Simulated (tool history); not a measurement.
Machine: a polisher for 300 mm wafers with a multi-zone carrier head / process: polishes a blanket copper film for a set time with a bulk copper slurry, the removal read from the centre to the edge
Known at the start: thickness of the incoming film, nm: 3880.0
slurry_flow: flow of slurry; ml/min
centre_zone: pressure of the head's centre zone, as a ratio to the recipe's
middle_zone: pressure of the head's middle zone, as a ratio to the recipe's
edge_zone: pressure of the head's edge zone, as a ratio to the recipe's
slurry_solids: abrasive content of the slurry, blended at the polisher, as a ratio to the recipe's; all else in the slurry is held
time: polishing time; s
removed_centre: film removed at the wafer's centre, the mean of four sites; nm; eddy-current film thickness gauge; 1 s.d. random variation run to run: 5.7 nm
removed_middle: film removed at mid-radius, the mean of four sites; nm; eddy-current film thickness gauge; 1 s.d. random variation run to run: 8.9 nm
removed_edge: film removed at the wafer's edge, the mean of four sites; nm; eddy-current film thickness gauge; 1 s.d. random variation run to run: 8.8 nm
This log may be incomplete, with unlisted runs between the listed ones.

Run 1, hour 0: slurry_flow 185 ml/min, centre_zone 1, middle_zone 1, edge_zone 1, slurry_solids 1, time 79 s. Result: removed_centre 657.27 nm, removed_middle 670.9 nm, removed_edge 650.16 nm.
Run 2, hour 6.8: slurry_flow 190 ml/min, centre_zone 0.98, middle_zone 0.99, edge_zone 1.03, slurry_solids 1.1, time 80 s. Result: removed_centre 665.28 nm, removed_middle 700.2 nm, removed_edge 684.4 nm.
Run 3, hour 13.8: slurry_flow 195 ml/min, centre_zone 0.97, middle_zone 0.97, edge_zone 1.06, slurry_solids 1.15, time 81 s. Result: removed_centre 672.67 nm, removed_middle 680.37 nm, removed_edge 717.35 nm.
Run 4, hour 20.9: slurry_flow 195 ml/min, centre_zone 0.89, middle_zone 0.97, edge_zone 1.06, slurry_solids 1.15, time 81 s. Result: removed_centre 622.17 nm, removed_middle 689.71 nm, removed_edge 713.23 nm.
Run 5, hour 26.7: slurry_flow 205 ml/min, centre_zone 0.9, middle_zone 0.97, edge_zone 1.08, slurry_solids 1.2, time 81 s. Result: removed_centre 634.52 nm, removed_middle 694.89 nm, removed_edge 726.39 nm.
Run 6, hour 31.6: slurry_flow 205 ml/min, centre_zone 0.86, middle_zone 0.97, edge_zone 1.08, slurry_solids 1.2, time 81 s. Result: removed_centre 617.56 nm, removed_middle 697.42 nm, removed_edge 722.73 nm.
Run 7, hour 36.7: slurry_flow 210 ml/min, centre_zone 0.87, middle_zone 0.97, edge_zone 1.1, slurry_solids 1.25, time 82 s. Result: removed_centre 634.45 nm, removed_middle 699.27 nm, removed_edge 759.64 nm.

Run 8 is up next; what results do you expect?
Run 8, hour 39.1: slurry_flow 255 ml/min, centre_zone 0.93, middle_zone 1.04, edge_zone 1.15, slurry_solids 1.4, time 83 s. Result: removed_centre ?, removed_middle ?, removed_edge ?.

Run 8 yielded removed_centre 712.69 nm, removed_middle 796.46 nm, removed_edge 798.55 nm.
